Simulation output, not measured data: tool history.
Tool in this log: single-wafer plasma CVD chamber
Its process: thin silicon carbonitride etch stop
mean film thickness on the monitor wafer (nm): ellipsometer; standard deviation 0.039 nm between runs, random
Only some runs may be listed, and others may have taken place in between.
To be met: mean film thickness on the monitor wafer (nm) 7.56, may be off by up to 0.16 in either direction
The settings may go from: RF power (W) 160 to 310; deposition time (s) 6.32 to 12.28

run,hour,RF power (W),deposition time (s),mean film thickness on the monitor wafer (nm)
1,0,235,9.3,6.2599
2,3.2,235,7.98,5.3473
3,10,215,7.98,5.1816
4,13.8,235,8.56,5.7138
5,22.2,260,8.56,5.9214
6,30.9,270,8.98,6.3316
7,36.9,275,9.27,6.5517
8,38,280,9.52,6.738
9,43,280,9.52,6.8636
10,44.3,285,9.66,6.9881
11,46.3,290,9.78,7.0901
12,49.4,295,9.89,7.2567

Which one of the following 5 next-run settings gets every result inside its allowed miss? There is exactly one.
A,52.5,275,9.87,?
B,52.5,310,10.12,?
C,52.5,275,10.22,?
D,52.5,310,9.53,?
E,52.5,295,9.54,?

move,mean film thickness on the monitor wafer (nm)
A,7.0179
B,7.5127
C,7.2668
D,7.0747
E,6.9577
A: lands further from the targets than the last run did
B: every result lands within tolerance
C: roughly where the last run was
D: lands further from the targets than the last run did
E: lands further from the targets than the last run did
So the answer is move B, the one that meets all the targets.

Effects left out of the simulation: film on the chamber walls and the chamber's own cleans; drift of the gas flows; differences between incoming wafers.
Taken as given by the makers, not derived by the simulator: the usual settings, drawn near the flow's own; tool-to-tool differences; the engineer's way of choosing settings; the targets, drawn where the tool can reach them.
